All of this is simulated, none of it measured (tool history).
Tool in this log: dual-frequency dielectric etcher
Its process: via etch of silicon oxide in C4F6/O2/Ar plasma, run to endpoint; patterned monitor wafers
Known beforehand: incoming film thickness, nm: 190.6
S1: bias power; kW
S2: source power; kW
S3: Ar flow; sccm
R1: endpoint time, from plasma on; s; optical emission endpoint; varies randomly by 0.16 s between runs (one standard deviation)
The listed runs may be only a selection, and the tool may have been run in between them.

run	hour	S1	S2	S3	R1
1	0.0	0.477	0.300	409	51.399
2	3.9	0.477	0.320	409	49.947
3	8.4	0.477	0.270	409	53.804
4	11.4	0.511	0.290	403	50.415
5	18.4	0.540	0.300	399	48.894
6	23.3	0.540	0.300	326	47.557

The next listed run, before its measurement:
7	30.8	0.562	0.310	322	?

Run 7 produced R1 45.977 s.
